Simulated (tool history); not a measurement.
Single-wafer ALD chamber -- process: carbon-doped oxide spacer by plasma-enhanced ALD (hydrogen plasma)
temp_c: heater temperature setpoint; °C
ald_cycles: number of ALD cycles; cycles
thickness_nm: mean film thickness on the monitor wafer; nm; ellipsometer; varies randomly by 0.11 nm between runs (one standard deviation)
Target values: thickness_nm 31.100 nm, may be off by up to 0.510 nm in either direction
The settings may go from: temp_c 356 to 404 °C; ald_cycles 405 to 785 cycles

Run 1, day 0.000: temp_c 380 °C, ald_cycles 595 cycles. Result: thickness_nm 25.916 nm.
Run 2, day 0.329: temp_c 380 °C, ald_cycles 617 cycles. Result: thickness_nm 26.755 nm.
Run 3, day 0.496: temp_c 372 °C, ald_cycles 617 cycles. Result: thickness_nm 26.647 nm.
Run 4, day 0.525: temp_c 372 °C, ald_cycles 636 cycles. Result: thickness_nm 27.555 nm.
Run 5, day 0.812: temp_c 372 °C, ald_cycles 651 cycles. Result: thickness_nm 28.311 nm.
At day 1.062: thermocouple changed; heater temperature recalibrated.
Run 6, day 1.062: temp_c 380 °C, ald_cycles 651 cycles. Result: thickness_nm 28.014 nm.
Run 7, day 1.279: temp_c 380 °C, ald_cycles 665 cycles. Result: thickness_nm 28.859 nm.
Run 8, day 1.479: temp_c 380 °C, ald_cycles 674 cycles. Result: thickness_nm 29.165 nm.
Run 9, day 1.800: temp_c 380 °C, ald_cycles 682 cycles. Result: thickness_nm 29.397 nm.

Consider the 4 candidate settings below. Which is the only one whose results all fall within their allowed miss of target?
Run A, day 2.121: temp_c 382 °C, ald_cycles 653 cycles. Result: thickness_nm ?.
Run B, day 2.121: temp_c 376 °C, ald_cycles 632 cycles. Result: thickness_nm ?.
Run C, day 2.121: temp_c 381 °C, ald_cycles 642 cycles. Result: thickness_nm ?.
Run D, day 2.121: temp_c 366 °C, ald_cycles 721 cycles. Result: thickness_nm ?.

move  thickness_nm
   A        28.325
   B        27.414
   C        27.848
   D        31.275
A: lands further from the targets than the last run did
B: lands further from the targets than the last run did
C: lands further from the targets than the last run did
D: meets every target
So the answer is move D, the one that meets all the targets.
